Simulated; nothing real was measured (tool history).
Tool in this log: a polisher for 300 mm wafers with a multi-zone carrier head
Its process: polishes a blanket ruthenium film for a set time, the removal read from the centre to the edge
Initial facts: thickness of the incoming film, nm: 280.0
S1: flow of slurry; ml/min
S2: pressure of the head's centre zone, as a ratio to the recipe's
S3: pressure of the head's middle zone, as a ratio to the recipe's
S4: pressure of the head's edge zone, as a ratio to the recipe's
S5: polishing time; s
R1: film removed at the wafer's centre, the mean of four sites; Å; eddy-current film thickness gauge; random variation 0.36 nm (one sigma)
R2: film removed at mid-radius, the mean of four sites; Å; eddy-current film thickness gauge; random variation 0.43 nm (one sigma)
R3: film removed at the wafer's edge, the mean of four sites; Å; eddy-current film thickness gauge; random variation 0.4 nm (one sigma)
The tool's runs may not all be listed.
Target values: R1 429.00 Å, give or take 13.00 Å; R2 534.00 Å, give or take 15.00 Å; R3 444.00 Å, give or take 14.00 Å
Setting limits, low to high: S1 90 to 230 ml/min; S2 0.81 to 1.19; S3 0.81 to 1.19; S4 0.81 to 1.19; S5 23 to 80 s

run	hour	S1	S2	S3	S4	S5	R1	R2	R3
1	0.0	150	1.00	1.00	1.00	51	685.50	677.41	657.02
2	4.8	145	0.98	1.01	0.98	49	628.04	650.35	623.83
3	9.7	145	0.97	1.02	0.96	47	609.44	628.10	592.67
4	17.4	145	0.97	1.02	1.04	47	603.43	627.73	610.56
5	24.3	145	0.94	1.02	1.04	47	591.79	638.86	611.56
6	27.0	145	0.93	1.03	1.01	45	557.63	603.51	566.92
7	28.5	140	0.91	1.04	0.99	44	526.46	594.99	565.87
8	31.3	145	0.90	1.06	0.98	42	503.08	583.30	533.51
9	34.2	145	0.90	1.07	0.96	41	497.18	566.85	519.82
10	40.8	145	0.89	1.09	0.94	40	469.32	564.88	505.55
11	48.0	145	0.89	1.10	0.92	39	452.78	547.44	478.14
12	54.0	140	0.89	1.11	0.91	39	458.65	562.99	478.21
13	59.5	135	0.89	1.11	0.90	39	448.99	552.52	468.26
14	68.0	135	0.89	1.11	0.90	39	456.45	550.02	473.94
15	72.8	130	0.89	1.11	0.89	39	444.64	550.07	462.57
16	74.1	125	0.89	1.11	0.89	39	438.57	540.31	463.42
17	76.5	125	0.89	1.11	0.88	39	434.76	545.49	467.70
18	80.3	125	0.89	1.11	0.87	39	444.22	534.30	451.62

Pick the move, out of 5, that brings all results within their allowed miss; only one does.
A	84.1	130	0.84	1.09	0.91	39	?	?	?
B	84.1	130	0.87	1.11	0.83	38	?	?	?
C	84.1	110	0.97	1.18	0.97	38	?	?	?
D	84.1	105	0.98	1.19	0.81	39	?	?	?
E	84.1	140	0.97	1.12	0.81	37	?	?	?

move	R1	R2	R3
A	423.25	541.87	471.44
B	427.32	536.23	443.08
C	454.85	541.77	457.39
D	464.71	552.98	433.37
E	473.05	534.53	432.38
A: corrects the largest miss of the last run, while another result sits out of spec
B: in spec on every target
C: moves away from the targets compared with the last run
D: moves away from the targets compared with the last run
E: moves away from the targets compared with the last run
Correct choice: B, which meets every target

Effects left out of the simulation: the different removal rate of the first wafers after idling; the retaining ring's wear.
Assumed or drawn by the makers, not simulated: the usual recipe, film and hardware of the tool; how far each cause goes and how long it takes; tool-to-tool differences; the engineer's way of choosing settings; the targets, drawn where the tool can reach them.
